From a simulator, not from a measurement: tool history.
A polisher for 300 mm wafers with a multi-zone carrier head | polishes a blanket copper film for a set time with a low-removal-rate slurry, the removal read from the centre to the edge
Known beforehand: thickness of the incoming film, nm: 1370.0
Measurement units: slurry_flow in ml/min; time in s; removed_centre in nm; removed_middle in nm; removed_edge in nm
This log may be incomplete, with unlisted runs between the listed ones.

run	day	slurry_flow	centre_zone	middle_zone	edge_zone	slurry_solids	time	removed_centre	removed_middle	removed_edge
1	0.000	165	1.00	1.00	1.00	1.00	42	129.970	126.040	131.130
2	0.154	165	1.00	1.00	1.00	1.00	33	103.480	98.382	101.380
3	0.212	155	0.99	0.95	0.99	0.85	32	92.610	89.292	96.000
4	0.238	150	1.02	0.91	0.98	0.75	30	86.264	77.145	85.014
5	0.362	150	1.08	0.91	0.98	0.75	30	92.914	77.041	85.992
6	0.658	170	1.08	0.91	0.98	0.75	30	92.064	79.656	87.458
7	1.012	160	1.06	0.88	0.97	0.70	30	90.719	75.948	87.005
8	1.221	150	1.04	0.87	0.97	0.65	30	87.810	72.653	84.742

What does the tool deliver on the next run?
9	1.325	145	1.02	0.87	0.96	0.60	30	?	?	?

removed_centre: 82.866 nm
removed_middle: 71.164 nm
removed_edge: 83.009 nm
